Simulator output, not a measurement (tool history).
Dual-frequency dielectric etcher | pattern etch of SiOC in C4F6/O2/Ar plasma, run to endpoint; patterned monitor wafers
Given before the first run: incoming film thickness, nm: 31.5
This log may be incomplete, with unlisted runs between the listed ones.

| run | hour | bias power (W) | source power (W) | endpoint time (s) |
|---|---|---|---|---|
| 1 | 0 | 644 | 470 | 9.3536 |
| 2 | 7 | 644 | 390 | 9.9154 |
| 3 | 10.3 | 714 | 390 | 9.4658 |
| 4 | 11.3 | 649 | 380 | 9.9088 |
|  | 12.7 | bias power generator calibrated |
| 5 | 12.7 | 604 | 380 | 10.173 |
| 6 | 14.1 | 604 | 440 | 9.645 |
| 7 | 15.4 | 475 | 340 | 11.475 |

Predict the results of run 8:
| 8 | 18.2 | 462 | 340 | ? |

{"run 8": {"endpoint time (s)": 11.559}}
